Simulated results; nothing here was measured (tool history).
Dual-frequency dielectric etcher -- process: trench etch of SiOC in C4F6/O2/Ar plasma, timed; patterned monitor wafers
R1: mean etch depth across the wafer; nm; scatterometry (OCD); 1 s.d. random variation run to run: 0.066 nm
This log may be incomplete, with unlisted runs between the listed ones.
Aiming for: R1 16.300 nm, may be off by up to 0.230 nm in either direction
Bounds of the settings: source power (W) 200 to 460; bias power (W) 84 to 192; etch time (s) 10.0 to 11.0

{"run": 1, "hour": 0.0, "source power (W)": 330, "bias power (W)": 138, "etch time (s)": 11.0, "R1": 19.16}
{"run": 2, "hour": 8.2, "source power (W)": 300, "bias power (W)": 136, "etch time (s)": 11.0, "R1": 18.284}
{"run": 3, "hour": 11.3, "source power (W)": 280, "bias power (W)": 135, "etch time (s)": 11.0, "R1": 17.579}
{"run": 4, "hour": 17.1, "source power (W)": 320, "bias power (W)": 135, "etch time (s)": 11.0, "R1": 18.665}
{"run": 5, "hour": 24.3, "source power (W)": 320, "bias power (W)": 150, "etch time (s)": 11.0, "R1": 19.39}
{"run": 6, "hour": 31.6, "source power (W)": 320, "bias power (W)": 150, "etch time (s)": 10.0, "R1": 17.806}
{"run": 7, "hour": 38.7, "source power (W)": 310, "bias power (W)": 149, "etch time (s)": 10.0, "R1": 17.513}
{"run": 8, "hour": 42.7, "source power (W)": 300, "bias power (W)": 149, "etch time (s)": 10.0, "R1": 17.125}
{"run": 9, "hour": 50.5, "source power (W)": 290, "bias power (W)": 149, "etch time (s)": 10.0, "R1": 16.876}
{"run": 10, "hour": 52.7, "source power (W)": 260, "bias power (W)": 147, "etch time (s)": 10.0, "R1": 15.91}
{"run": 11, "hour": 59.3, "source power (W)": 280, "bias power (W)": 148, "etch time (s)": 10.0, "R1": 16.506}

Which one of the following 5 next-run settings gets every result inside its allowed miss? There is exactly one.
{"run": "A", "hour": 65.9, "source power (W)": 270, "bias power (W)": 130, "etch time (s)": 11.0, "R1": "?"}
{"run": "B", "hour": 65.9, "source power (W)": 270, "bias power (W)": 140, "etch time (s)": 10.5, "R1": "?"}
{"run": "C", "hour": 65.9, "source power (W)": 280, "bias power (W)": 135, "etch time (s)": 10.5, "R1": "?"}
{"run": "D", "hour": 65.9, "source power (W)": 270, "bias power (W)": 145, "etch time (s)": 10.5, "R1": "?"}
{"run": "E", "hour": 65.9, "source power (W)": 260, "bias power (W)": 140, "etch time (s)": 10.5, "R1": "?"}

move=A R1=16.826
move=B R1=16.565
move=C R1=16.614
move=D R1=16.809
move=E R1=16.255
A: its largest miss is bigger than the last run's
B: its largest miss is bigger than the last run's
C: its largest miss is bigger than the last run's
D: its largest miss is bigger than the last run's
E: hits every target within its allowed miss
So the answer is move E, the one that meets all the targets.
